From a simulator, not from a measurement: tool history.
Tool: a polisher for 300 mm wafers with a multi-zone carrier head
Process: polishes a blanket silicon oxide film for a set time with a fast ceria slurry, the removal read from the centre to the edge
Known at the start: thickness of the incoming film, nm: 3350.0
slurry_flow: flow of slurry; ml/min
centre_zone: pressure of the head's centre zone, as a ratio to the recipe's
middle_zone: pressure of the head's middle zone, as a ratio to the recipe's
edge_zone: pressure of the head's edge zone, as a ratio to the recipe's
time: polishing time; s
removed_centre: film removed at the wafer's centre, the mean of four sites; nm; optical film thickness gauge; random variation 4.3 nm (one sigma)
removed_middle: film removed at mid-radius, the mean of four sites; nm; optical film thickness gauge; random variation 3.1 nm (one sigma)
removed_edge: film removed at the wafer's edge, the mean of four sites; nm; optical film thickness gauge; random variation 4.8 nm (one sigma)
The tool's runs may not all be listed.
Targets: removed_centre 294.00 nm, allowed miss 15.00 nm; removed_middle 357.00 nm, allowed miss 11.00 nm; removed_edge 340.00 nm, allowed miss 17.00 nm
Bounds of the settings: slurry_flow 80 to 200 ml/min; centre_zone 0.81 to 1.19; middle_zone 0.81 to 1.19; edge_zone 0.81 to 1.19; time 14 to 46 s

Run 1, day 0.000: slurry_flow 130 ml/min, centre_zone 1.00, middle_zone 1.00, edge_zone 1.00, time 30 s. Result: removed_centre 467.84 nm, removed_middle 447.65 nm, removed_edge 460.38 nm.
Run 2, day 0.279: slurry_flow 120 ml/min, centre_zone 0.95, middle_zone 1.01, edge_zone 0.97, time 28 s. Result: removed_centre 415.92 nm, removed_middle 423.68 nm, removed_edge 422.87 nm.
Run 3, day 0.488: slurry_flow 120 ml/min, centre_zone 0.95, middle_zone 1.01, edge_zone 0.92, time 28 s. Result: removed_centre 414.48 nm, removed_middle 423.02 nm, removed_edge 404.02 nm.
Run 4, day 0.783: slurry_flow 120 ml/min, centre_zone 0.95, middle_zone 1.01, edge_zone 0.92, time 31 s. Result: removed_centre 446.56 nm, removed_middle 467.02 nm, removed_edge 445.56 nm.
Run 5, day 0.829: slurry_flow 120 ml/min, centre_zone 0.95, middle_zone 1.07, edge_zone 0.92, time 31 s. Result: removed_centre 460.16 nm, removed_middle 485.17 nm, removed_edge 452.93 nm.
Run 6, day 0.962: slurry_flow 120 ml/min, centre_zone 0.95, middle_zone 1.07, edge_zone 0.92, time 34 s. Result: removed_centre 497.66 nm, removed_middle 532.29 nm, removed_edge 500.92 nm.
Run 7, day 1.067: slurry_flow 110 ml/min, centre_zone 0.91, middle_zone 1.06, edge_zone 0.92, time 31 s. Result: removed_centre 421.85 nm, removed_middle 473.51 nm, removed_edge 444.95 nm.
Run 8, day 1.300: slurry_flow 105 ml/min, centre_zone 0.88, middle_zone 1.03, edge_zone 0.91, time 29 s. Result: removed_centre 379.16 nm, removed_middle 435.29 nm, removed_edge 406.94 nm.
Run 9, day 1.417: slurry_flow 100 ml/min, centre_zone 0.86, middle_zone 1.01, edge_zone 0.91, time 28 s. Result: removed_centre 358.05 nm, removed_middle 395.48 nm, removed_edge 399.58 nm.
Run 10, day 1.708: slurry_flow 95 ml/min, centre_zone 0.85, middle_zone 1.03, edge_zone 0.90, time 27 s. Result: removed_centre 349.22 nm, removed_middle 386.50 nm, removed_edge 374.67 nm.
Run 11, day 1.829: slurry_flow 100 ml/min, centre_zone 0.84, middle_zone 1.05, edge_zone 0.93, time 25 s. Result: removed_centre 310.56 nm, removed_middle 367.42 nm, removed_edge 348.66 nm.
Run 12, day 2.125: slurry_flow 95 ml/min, centre_zone 0.83, middle_zone 1.05, edge_zone 0.93, time 25 s. Result: removed_centre 306.24 nm, removed_middle 369.71 nm, removed_edge 349.79 nm.
Run 13, day 2.250: slurry_flow 85 ml/min, centre_zone 0.81, middle_zone 1.03, edge_zone 0.91, time 24 s. Result: removed_centre 282.87 nm, removed_middle 340.65 nm, removed_edge 338.31 nm.

5 next moves are on the table. One of them brings every result within its allowed miss. Which?
Run A, day 2.375: slurry_flow 80 ml/min, centre_zone 0.81, middle_zone 1.11, edge_zone 1.15, time 26 s. Result: removed_centre ?, removed_middle ?, removed_edge ?.
Run B, day 2.375: slurry_flow 80 ml/min, centre_zone 0.81, middle_zone 1.09, edge_zone 1.02, time 26 s. Result: removed_centre ?, removed_middle ?, removed_edge ?.
Run C, day 2.375: slurry_flow 125 ml/min, centre_zone 0.90, middle_zone 0.97, edge_zone 0.97, time 22 s. Result: removed_centre ?, removed_middle ?, removed_edge ?.
Run D, day 2.375: slurry_flow 130 ml/min, centre_zone 0.82, middle_zone 1.08, edge_zone 1.02, time 22 s. Result: removed_centre ?, removed_middle ?, removed_edge ?.
Run E, day 2.375: slurry_flow 80 ml/min, centre_zone 0.83, middle_zone 1.15, edge_zone 0.93, time 25 s. Result: removed_centre ?, removed_middle ?, removed_edge ?.

move  removed_centre  removed_middle  removed_edge
   A          303.31          386.51        388.14
   B          303.27          380.61        365.54
   C          316.30          324.17        324.81
   D          295.52          357.93        334.10
   E          297.67          383.22        336.07
A: takes the result that was furthest off past its target
B: takes the result that was furthest off past its target
C: further off than the last run
D: meets every target
E: takes the result that was furthest off past its target
The right move is D.
